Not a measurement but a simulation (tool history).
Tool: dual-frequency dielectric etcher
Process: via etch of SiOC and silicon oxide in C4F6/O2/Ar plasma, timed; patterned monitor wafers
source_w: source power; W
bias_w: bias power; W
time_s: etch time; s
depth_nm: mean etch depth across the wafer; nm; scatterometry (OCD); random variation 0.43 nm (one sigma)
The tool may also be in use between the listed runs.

run 1 hour=0.0 | source_w=270 bias_w=126 time_s=88 | depth_nm=77.957
run 2 hour=4.9 | source_w=250 bias_w=124 time_s=88 | depth_nm=76.231
run 3 hour=7.4 | source_w=230 bias_w=120 time_s=88 | depth_nm=72.780
run 4 hour=11.5 | source_w=230 bias_w=98 time_s=88 | depth_nm=70.397
run 5 hour=18.5 | source_w=270 bias_w=98 time_s=88 | depth_nm=73.546
run 6 hour=21.5 | source_w=270 bias_w=117 time_s=88 | depth_nm=76.412
run 7 hour=29.3 | source_w=270 bias_w=117 time_s=88 | depth_nm=76.138
run 8 hour=36.7 | source_w=250 bias_w=114 time_s=88 | depth_nm=74.021

The next listed run, before its measurement:
run 9 hour=43.4 | source_w=240 bias_w=112 time_s=88 | depth_nm=?

{"run 9": {"depth_nm": 72.303}}
